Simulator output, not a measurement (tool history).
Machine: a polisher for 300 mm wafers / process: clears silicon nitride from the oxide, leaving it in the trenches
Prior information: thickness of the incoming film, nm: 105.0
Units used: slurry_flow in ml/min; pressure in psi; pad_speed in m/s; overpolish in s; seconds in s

{"run": 1, "hour": 0.0, "slurry_flow": 185, "pressure": 2.5, "pad_speed": 0.92, "overpolish": 11, "seconds": 154.51}
{"run": 2, "hour": 3.7, "slurry_flow": 185, "pressure": 2.5, "pad_speed": 0.68, "overpolish": 11, "seconds": 207.84}
{"run": 3, "hour": 9.4, "slurry_flow": 205, "pressure": 2.5, "pad_speed": 0.68, "overpolish": 11, "seconds": 205.19}
{"run": 4, "hour": 14.9, "slurry_flow": 205, "pressure": 2.8, "pad_speed": 0.68, "overpolish": 11, "seconds": 184.08}
{"run": 5, "hour": 22.6, "slurry_flow": 205, "pressure": 3, "pad_speed": 0.68, "overpolish": 11, "seconds": 172.79}
{"run": 6, "hour": 28.5, "slurry_flow": 205, "pressure": 3.2, "pad_speed": 0.68, "overpolish": 11, "seconds": 161.68}
{"run": 7, "hour": 37.3, "slurry_flow": 205, "pressure": 3.4, "pad_speed": 0.68, "overpolish": 11, "seconds": 153.28}
{"run": 8, "hour": 39.5, "slurry_flow": 210, "pressure": 3.5, "pad_speed": 0.68, "overpolish": 11, "seconds": 148.8}
{"run": 9, "hour": 41.3, "slurry_flow": 210, "pressure": 3.6, "pad_speed": 0.68, "overpolish": 11, "seconds": 142.73}
{"run": 10, "hour": 46.0, "slurry_flow": 210, "pressure": 3.7, "pad_speed": 0.68, "overpolish": 11, "seconds": 141.67}

For run 11, what comes out?
{"run": 11, "hour": 49.2, "slurry_flow": 210, "pressure": 3.7, "pad_speed": 0.7, "overpolish": 11, "seconds": "?"}

For run 11 the tool returned seconds 133.89 s.

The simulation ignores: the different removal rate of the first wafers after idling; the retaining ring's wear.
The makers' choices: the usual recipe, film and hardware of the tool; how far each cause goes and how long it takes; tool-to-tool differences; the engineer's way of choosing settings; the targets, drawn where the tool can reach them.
